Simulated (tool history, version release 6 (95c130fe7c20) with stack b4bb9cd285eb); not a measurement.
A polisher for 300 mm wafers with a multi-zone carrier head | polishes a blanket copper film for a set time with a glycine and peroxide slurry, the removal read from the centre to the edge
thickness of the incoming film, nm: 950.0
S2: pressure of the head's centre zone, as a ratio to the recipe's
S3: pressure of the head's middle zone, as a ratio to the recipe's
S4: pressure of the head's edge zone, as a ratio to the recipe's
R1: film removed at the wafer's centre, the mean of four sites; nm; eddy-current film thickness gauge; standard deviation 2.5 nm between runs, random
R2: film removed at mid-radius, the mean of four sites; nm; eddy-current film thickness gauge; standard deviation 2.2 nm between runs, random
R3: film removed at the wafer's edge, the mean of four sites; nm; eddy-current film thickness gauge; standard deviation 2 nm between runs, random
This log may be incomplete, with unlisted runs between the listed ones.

Run 1, hour 0: flow of slurry (ml/min) 295, S2 1, S3 1, S4 1, polishing time (s) 46. Result: R1 318.68 nm, R2 323.13 nm, R3 330.39 nm.
Run 2, hour 4.6: flow of slurry (ml/min) 290, S2 0.97, S3 0.96, S4 0.98, polishing time (s) 40. Result: R1 277.43 nm, R2 272.72 nm, R3 280.88 nm.
Run 3, hour 10.4: flow of slurry (ml/min) 290, S2 0.97, S3 0.89, S4 0.98, polishing time (s) 40. Result: R1 279.07 nm, R2 260.15 nm, R3 283.34 nm.
Run 4, hour 12: flow of slurry (ml/min) 280, S2 0.93, S3 0.87, S4 0.98, polishing time (s) 36. Result: R1 233.21 nm, R2 225.42 nm, R3 251.52 nm.
Run 5, hour 19.8: flow of slurry (ml/min) 245, S2 0.93, S3 0.87, S4 0.98, polishing time (s) 36. Result: R1 236.99 nm, R2 215.3 nm, R3 246.23 nm.
Run 6, hour 28.7: flow of slurry (ml/min) 245, S2 0.9, S3 0.87, S4 0.97, polishing time (s) 34. Result: R1 217.2 nm, R2 209.85 nm, R3 237.73 nm.
Run 7, hour 34.5: flow of slurry (ml/min) 240, S2 0.89, S3 0.86, S4 0.95, polishing time (s) 32. Result: R1 195.64 nm, R2 196.74 nm, R3 218.74 nm.
Run 8, hour 40.2: flow of slurry (ml/min) 230, S2 0.88, S3 0.85, S4 0.94, polishing time (s) 32. Result: R1 192.63 nm, R2 189.85 nm, R3 215.65 nm.

Run 9 has not been measured yet. What should we expect?
Run 9, hour 49: flow of slurry (ml/min) 220, S2 0.87, S3 0.84, S4 0.92, polishing time (s) 32. Result: R1 ?, R2 ?, R3 ?.

{"run 9": {"R1": 192.79, "R2": 186.07, "R3": 210.94}}
